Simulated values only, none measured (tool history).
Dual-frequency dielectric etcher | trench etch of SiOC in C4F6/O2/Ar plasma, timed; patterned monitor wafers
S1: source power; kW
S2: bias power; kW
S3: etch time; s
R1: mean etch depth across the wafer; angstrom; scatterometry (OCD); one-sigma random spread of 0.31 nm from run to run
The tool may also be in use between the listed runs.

run 1 hour=0.0 | S1=0.380 S2=0.229 S3=26.5 | R1=591.09
run 2 hour=8.3 | S1=0.340 S2=0.223 S3=26.5 | R1=548.82
run 3 hour=13.8 | S1=0.320 S2=0.222 S3=26.5 | R1=532.43
run 4 hour=20.7 | S1=0.390 S2=0.222 S3=26.5 | R1=593.80
run 5 hour=23.9 | S1=0.360 S2=0.219 S3=26.5 | R1=560.39
run 6 hour=28.2 | S1=0.340 S2=0.217 S3=26.5 | R1=539.69
run 7 hour=30.9 | S1=0.330 S2=0.216 S3=26.5 | R1=533.29
run 8 hour=36.5 | S1=0.330 S2=0.216 S3=26.5 | R1=527.38

Estimate the outcome of run 9 from the log above:
run 9 hour=43.0 | S1=0.320 S2=0.216 S3=26.5 | R1=?

Run 9 yielded R1 526.19 angstrom.

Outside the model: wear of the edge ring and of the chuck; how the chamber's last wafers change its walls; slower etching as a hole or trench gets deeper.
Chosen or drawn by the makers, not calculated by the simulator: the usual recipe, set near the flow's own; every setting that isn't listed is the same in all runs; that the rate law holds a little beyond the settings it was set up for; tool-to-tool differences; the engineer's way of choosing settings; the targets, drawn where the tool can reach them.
